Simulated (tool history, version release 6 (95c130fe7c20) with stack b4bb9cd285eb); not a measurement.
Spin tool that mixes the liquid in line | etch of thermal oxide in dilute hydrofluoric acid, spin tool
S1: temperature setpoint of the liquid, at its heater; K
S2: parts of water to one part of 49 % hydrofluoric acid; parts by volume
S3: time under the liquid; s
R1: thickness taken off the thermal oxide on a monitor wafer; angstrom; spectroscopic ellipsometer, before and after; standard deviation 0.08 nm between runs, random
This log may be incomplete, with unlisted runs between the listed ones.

run	hour	S1	S2	S3	R1
1	0.0	294.15	275	260	31.212
2	8.6	294.15	275	260	30.910
3	12.7	294.15	325	260	25.280
4	16.9	294.15	325	280	27.103
5	19.3	294.15	325	280	27.267
6	21.1	295.65	300	280	31.723

For run 7, what comes out?
7	26.9	296.65	275	280	?

Run 7 gave R1 38.338 angstrom.
